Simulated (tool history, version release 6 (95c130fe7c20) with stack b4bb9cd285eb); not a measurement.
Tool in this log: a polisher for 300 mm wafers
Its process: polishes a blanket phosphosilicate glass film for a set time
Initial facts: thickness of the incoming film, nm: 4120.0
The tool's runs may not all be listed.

run	hour	flow of slurry (ml/min)	pressure of the wafer on the pad (psi)	speed of the pad under the wafer (m/s)	abrasive content of the slurry	polishing time (s)	film removed (nm)
1	0	190	3.2	1.16	1	45	414.24
2	0.6	190	3.6	1.18	1	45	469.6
3	8.6	190	3.9	1.2	1	45	520.31
4	12.1	190	3.9	1.44	1	45	599.02
5	18.5	190	4.1	1.44	1	45	627.99
6	24.2	205	4.1	1.44	1	45	622.61
7	30.9	205	4.2	1.44	1	45	649.15

Estimate the outcome of run 8 from the log above:
# hour 38.1: head pressure recalibrated
8	38.1	205	4.3	1.44	1	45	?

{"run 8": {"film removed (nm)": 690.81}}
